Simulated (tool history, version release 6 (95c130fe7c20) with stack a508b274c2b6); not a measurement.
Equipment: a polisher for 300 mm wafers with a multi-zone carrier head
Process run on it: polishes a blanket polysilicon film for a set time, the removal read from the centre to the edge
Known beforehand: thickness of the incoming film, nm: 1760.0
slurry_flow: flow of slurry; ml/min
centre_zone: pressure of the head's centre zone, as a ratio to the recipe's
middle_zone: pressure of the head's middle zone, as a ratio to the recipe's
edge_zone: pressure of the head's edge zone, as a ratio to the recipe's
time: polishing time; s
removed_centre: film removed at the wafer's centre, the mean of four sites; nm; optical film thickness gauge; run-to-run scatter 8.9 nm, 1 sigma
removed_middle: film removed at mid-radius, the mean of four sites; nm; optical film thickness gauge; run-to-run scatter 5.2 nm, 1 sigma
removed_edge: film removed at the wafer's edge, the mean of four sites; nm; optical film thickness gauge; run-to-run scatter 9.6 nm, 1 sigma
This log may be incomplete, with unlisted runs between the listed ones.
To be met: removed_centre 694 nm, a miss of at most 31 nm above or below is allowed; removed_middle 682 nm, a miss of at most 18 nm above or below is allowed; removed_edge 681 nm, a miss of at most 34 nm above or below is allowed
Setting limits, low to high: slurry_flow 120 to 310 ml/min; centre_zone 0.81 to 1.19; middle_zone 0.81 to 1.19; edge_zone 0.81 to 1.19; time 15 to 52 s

| run | hour | slurry_flow | centre_zone | middle_zone | edge_zone | time | removed_centre | removed_middle | removed_edge |
|---|---|---|---|---|---|---|---|---|---|
| 1 | 0 | 200 | 1 | 1 | 1 | 33 | 418.01 | 412.82 | 420.95 |
| 2 | 7.6 | 205 | 1.01 | 1.01 | 1.02 | 34 | 446.48 | 426.91 | 450.21 |
| 3 | 10.1 | 210 | 1.01 | 1.03 | 1.02 | 35 | 438.96 | 448.38 | 464.97 |
| 4 | 15.8 | 210 | 1.08 | 1.03 | 1.02 | 35 | 472.02 | 446.73 | 453.11 |
| 5 | 17.2 | 215 | 1.09 | 1.04 | 1.03 | 36 | 500.31 | 462.83 | 485.97 |
| 6 | 20.1 | 220 | 1.1 | 1.05 | 1.03 | 37 | 507.94 | 482.65 | 493.46 |
| 7 | 22.1 | 225 | 1.11 | 1.06 | 1.03 | 38 | 529.07 | 504.28 | 501.78 |
| 8 | 30.1 | 230 | 1.12 | 1.1 | 1.13 | 48 | 696.2 | 652.58 | 677 |

Consider the 4 candidate settings below. Which is the only one whose results all fall within their allowed miss of target?
| A | 38.1 | 215 | 1.14 | 1.17 | 1.19 | 48 | ? | ? | ? |
| B | 38.1 | 200 | 1.19 | 1.07 | 1.17 | 47 | ? | ? | ? |
| C | 38.1 | 295 | 1.07 | 1.01 | 1.19 | 47 | ? | ? | ? |
| D | 38.1 | 230 | 1.08 | 1.07 | 1.19 | 47 | ? | ? | ? |

| move | removed_centre | removed_middle | removed_edge |
|---|---|---|---|
| A | 712.74 | 693.03 | 702.47 |
| B | 719.33 | 621.51 | 677.17 |
| C | 682.67 | 622.13 | 709.58 |
| D | 667.43 | 634.62 | 693.61 |
A: meets every target
B: the biggest miss grows against the last run
C: the biggest miss grows against the last run
D: the biggest miss grows against the last run
Correct choice: A, which meets every target
